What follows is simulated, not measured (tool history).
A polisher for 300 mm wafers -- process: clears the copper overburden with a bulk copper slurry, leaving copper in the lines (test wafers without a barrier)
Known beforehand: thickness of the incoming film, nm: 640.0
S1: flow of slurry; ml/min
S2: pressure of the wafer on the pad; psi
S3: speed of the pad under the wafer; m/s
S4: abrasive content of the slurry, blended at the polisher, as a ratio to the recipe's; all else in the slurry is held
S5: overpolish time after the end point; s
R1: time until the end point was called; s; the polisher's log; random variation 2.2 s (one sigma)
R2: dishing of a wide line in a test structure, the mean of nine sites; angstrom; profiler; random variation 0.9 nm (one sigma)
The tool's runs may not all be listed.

run	day	S1	S2	S3	S4	S5	R1	R2
1	0	295	1.8	1	1	26	85.601	798.3
2	0.075	295	1.8	0.84	1	26	97.425	746
3	0.375	325	1.8	0.84	1	26	95.263	754.98
4	0.517	315	1.7	0.82	1	29	106.02	769.87
5	0.704	315	1.6	0.82	1	30	106.6	752.33
6	1.029	315	1.6	0.58	1	30	127.44	691.4

Estimate the outcome of run 7 from the log above:
7	1.233	315	1.6	0.58	1	31	?	?

R1: 135.23 s
R2: 689.42 angstrom
